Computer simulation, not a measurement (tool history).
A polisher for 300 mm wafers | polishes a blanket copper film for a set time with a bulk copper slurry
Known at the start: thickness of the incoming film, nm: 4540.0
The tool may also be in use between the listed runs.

run	hour	flow of slurry (ml/min)	pressure of the wafer on the pad (psi)	speed of the pad under the wafer (m/s)	abrasive content of the slurry	polishing time (s)	film removed (Å)
1	0	220	3.5	0.92	1	43	4854.2
2	1.3	220	3.5	0.92	0.85	43	4574.1
3	3	250	3.5	0.92	0.85	43	4594.3
4	5.9	250	3.1	0.92	0.85	43	4125.5
5	14.8	250	2.7	0.92	0.85	43	3547.1
6	23.8	250	2.5	0.92	0.85	43	3282.2
7	31.8	250	2.4	0.92	0.85	43	3231.3
8	37.5	250	2.3	0.92	0.85	43	3080
9	44.2	250	2.2	0.92	0.85	43	2920
10	52.9	250	2.2	0.92	0.85	43	2952.1

Forecast run 11:
11	59.4	230	1.9	0.92	0.85	43	?

{"run 11": {"film removed (Å)": 2546.3}}
